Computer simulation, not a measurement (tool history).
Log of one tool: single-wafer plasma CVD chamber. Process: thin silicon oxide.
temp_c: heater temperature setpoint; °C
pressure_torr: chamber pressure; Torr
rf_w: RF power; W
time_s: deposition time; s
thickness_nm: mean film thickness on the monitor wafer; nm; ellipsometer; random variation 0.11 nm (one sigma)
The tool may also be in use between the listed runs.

{"run": 1, "day": 0.0, "temp_c": 385, "pressure_torr": 0.861, "rf_w": 300, "time_s": 9.12, "thickness_nm": 19.758}
{"run": 2, "day": 0.188, "temp_c": 385, "pressure_torr": 0.801, "rf_w": 300, "time_s": 9.12, "thickness_nm": 18.505}
{"run": 3, "day": 0.458, "temp_c": 385, "pressure_torr": 0.851, "rf_w": 300, "time_s": 9.12, "thickness_nm": 19.535}
{"run": 4, "day": 0.679, "temp_c": 394, "pressure_torr": 0.851, "rf_w": 300, "time_s": 9.12, "thickness_nm": 19.463}
{"run": 5, "day": 0.933, "temp_c": 394, "pressure_torr": 0.851, "rf_w": 260, "time_s": 9.12, "thickness_nm": 18.518}
{"run": 6, "day": 1.15, "temp_c": 394, "pressure_torr": 0.902, "rf_w": 260, "time_s": 9.12, "thickness_nm": 19.386}
{"run": 7, "day": 1.275, "temp_c": 394, "pressure_torr": 0.946, "rf_w": 260, "time_s": 9.12, "thickness_nm": 19.877}
{"run": 8, "day": 1.471, "temp_c": 394, "pressure_torr": 0.992, "rf_w": 260, "time_s": 9.12, "thickness_nm": 20.931}
{"run": 9, "day": 1.708, "temp_c": 394, "pressure_torr": 1.02, "rf_w": 260, "time_s": 9.12, "thickness_nm": 21.178}
{"run": 10, "day": 1.858, "temp_c": 394, "pressure_torr": 1.049, "rf_w": 260, "time_s": 9.12, "thickness_nm": 21.511}
{"run": 11, "day": 1.954, "temp_c": 394, "pressure_torr": 1.075, "rf_w": 260, "time_s": 9.12, "thickness_nm": 22.058}
{"run": 12, "day": 2.25, "temp_c": 394, "pressure_torr": 1.093, "rf_w": 260, "time_s": 9.12, "thickness_nm": 22.204}
{"run": 13, "day": 2.392, "temp_c": 394, "pressure_torr": 1.11, "rf_w": 260, "time_s": 9.12, "thickness_nm": 22.444}
{"run": 14, "day": 2.546, "temp_c": 394, "pressure_torr": 1.11, "rf_w": 260, "time_s": 9.12, "thickness_nm": 22.298}

Forecast run 15:
{"run": 15, "day": 2.817, "temp_c": 394, "pressure_torr": 1.127, "rf_w": 260, "time_s": 9.12, "thickness_nm": "?"}

{"run 15": {"thickness_nm": 22.892}}
